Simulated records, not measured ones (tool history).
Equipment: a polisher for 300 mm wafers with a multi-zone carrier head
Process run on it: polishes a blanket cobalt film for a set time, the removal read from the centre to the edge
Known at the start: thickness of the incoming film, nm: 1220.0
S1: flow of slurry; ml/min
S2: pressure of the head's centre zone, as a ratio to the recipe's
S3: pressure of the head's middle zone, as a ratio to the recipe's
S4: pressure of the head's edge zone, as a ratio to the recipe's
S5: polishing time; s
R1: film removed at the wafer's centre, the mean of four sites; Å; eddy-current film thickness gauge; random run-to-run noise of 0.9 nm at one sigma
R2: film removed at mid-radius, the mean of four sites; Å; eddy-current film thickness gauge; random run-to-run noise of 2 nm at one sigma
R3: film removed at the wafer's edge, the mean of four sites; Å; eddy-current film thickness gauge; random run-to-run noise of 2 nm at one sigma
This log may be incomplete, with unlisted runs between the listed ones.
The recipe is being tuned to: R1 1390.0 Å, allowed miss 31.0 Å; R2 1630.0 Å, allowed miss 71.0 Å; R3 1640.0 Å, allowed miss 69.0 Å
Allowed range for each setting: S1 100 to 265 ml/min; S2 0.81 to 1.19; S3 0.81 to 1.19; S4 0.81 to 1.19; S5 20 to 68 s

Run 1, day 0.000: S1 170 ml/min, S2 1.00, S3 1.00, S4 1.00, S5 44 s. Result: R1 1954.6 Å, R2 1997.1 Å, R3 1993.5 Å.
Run 2, day 0.142: S1 165 ml/min, S2 0.98, S3 0.99, S4 0.99, S5 43 s. Result: R1 1856.2 Å, R2 1896.9 Å, R3 1939.0 Å.
Run 3, day 0.508: S1 165 ml/min, S2 0.98, S3 0.99, S4 0.99, S5 37 s. Result: R1 1623.3 Å, R2 1682.6 Å, R3 1655.9 Å.
Run 4, day 0.567: S1 165 ml/min, S2 0.94, S3 0.99, S4 0.99, S5 37 s. Result: R1 1538.8 Å, R2 1679.2 Å, R3 1653.0 Å.
Run 5, day 0.683: S1 165 ml/min, S2 0.94, S3 0.99, S4 1.07, S5 37 s. Result: R1 1519.3 Å, R2 1692.0 Å, R3 1706.7 Å.
Run 6, day 0.704: S1 160 ml/min, S2 0.94, S3 0.99, S4 1.07, S5 37 s. Result: R1 1521.9 Å, R2 1663.4 Å, R3 1749.3 Å.
Run 7, day 1.071: S1 155 ml/min, S2 0.93, S3 0.99, S4 1.06, S5 37 s. Result: R1 1508.9 Å, R2 1662.1 Å, R3 1681.0 Å.
Run 8, day 1.208: S1 150 ml/min, S2 0.92, S3 0.99, S4 1.06, S5 37 s. Result: R1 1474.7 Å, R2 1647.6 Å, R3 1684.5 Å.

Of the 4 settings listed for the next run, only one would bring every result within its allowed miss of target. Which one?
Run A, day 1.346: S1 180 ml/min, S2 0.84, S3 0.94, S4 0.96, S5 37 s. Result: R1 ?, R2 ?, R3 ?.
Run B, day 1.346: S1 115 ml/min, S2 0.85, S3 0.81, S4 1.15, S5 39 s. Result: R1 ?, R2 ?, R3 ?.
Run C, day 1.346: S1 130 ml/min, S2 0.81, S3 0.83, S4 1.17, S5 38 s. Result: R1 ?, R2 ?, R3 ?.
Run D, day 1.346: S1 150 ml/min, S2 1.02, S3 0.95, S4 0.97, S5 33 s. Result: R1 ?, R2 ?, R3 ?.

move      R1      R2      R3
   A  1403.6  1644.7  1642.1
   B  1383.4  1497.2  1803.4
   C  1314.7  1508.0  1798.7
   D  1478.6  1436.1  1444.2
A: all results land within tolerance of their targets
B: meets the target for the result that was furthest off, but another lies outside its allowed miss
C: the result that was furthest off in the last run now lies on the other side of its target
D: roughly where the last run was
Go with A: it meets all targets.
